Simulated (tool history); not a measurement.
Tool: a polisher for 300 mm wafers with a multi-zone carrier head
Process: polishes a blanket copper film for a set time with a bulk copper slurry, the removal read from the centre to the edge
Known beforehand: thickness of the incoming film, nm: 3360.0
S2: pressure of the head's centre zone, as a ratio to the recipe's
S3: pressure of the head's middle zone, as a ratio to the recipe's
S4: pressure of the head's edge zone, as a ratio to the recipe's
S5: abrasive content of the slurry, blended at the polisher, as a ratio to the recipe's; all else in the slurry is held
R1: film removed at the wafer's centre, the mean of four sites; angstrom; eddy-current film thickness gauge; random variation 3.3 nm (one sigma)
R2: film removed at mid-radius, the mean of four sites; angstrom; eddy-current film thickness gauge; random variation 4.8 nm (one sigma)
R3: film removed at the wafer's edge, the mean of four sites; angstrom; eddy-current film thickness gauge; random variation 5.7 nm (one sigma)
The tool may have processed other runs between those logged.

{"run": 1, "hour": 0.0, "flow of slurry (ml/min)": 255, "S2": 1.0, "S3": 1.0, "S4": 1.0, "S5": 1.0, "polishing time (s)": 71, "R1": 7433.2, "R2": 7401.1, "R3": 7366.3}
{"run": 2, "hour": 5.4, "flow of slurry (ml/min)": 255, "S2": 1.0, "S3": 0.92, "S4": 1.0, "S5": 1.0, "polishing time (s)": 71, "R1": 7441.9, "R2": 6814.7, "R3": 7145.1}
{"run": 3, "hour": 9.7, "flow of slurry (ml/min)": 240, "S2": 0.98, "S3": 0.88, "S4": 1.0, "S5": 0.85, "polishing time (s)": 64, "R1": 6225.3, "R2": 5591.0, "R3": 6270.2}
{"run": 4, "hour": 11.2, "flow of slurry (ml/min)": 240, "S2": 1.06, "S3": 0.88, "S4": 1.0, "S5": 0.85, "polishing time (s)": 64, "R1": 6739.7, "R2": 5697.0, "R3": 6271.4}
{"run": 5, "hour": 15.1, "flow of slurry (ml/min)": 240, "S2": 1.06, "S3": 0.88, "S4": 1.0, "S5": 1.05, "polishing time (s)": 64, "R1": 7091.3, "R2": 5986.5, "R3": 6629.0}
{"run": 6, "hour": 23.5, "flow of slurry (ml/min)": 240, "S2": 1.06, "S3": 0.88, "S4": 1.0, "S5": 0.9, "polishing time (s)": 64, "R1": 6767.7, "R2": 5794.3, "R3": 6410.2}

For run 7, what comes out?
{"run": 7, "hour": 25.7, "flow of slurry (ml/min)": 235, "S2": 1.02, "S3": 0.86, "S4": 0.97, "S5": 0.75, "polishing time (s)": 60, "R1": "?", "R2": "?", "R3": "?"}

R1: 5815.6 angstrom
R2: 5016.4 angstrom
R3: 5675.5 angstrom
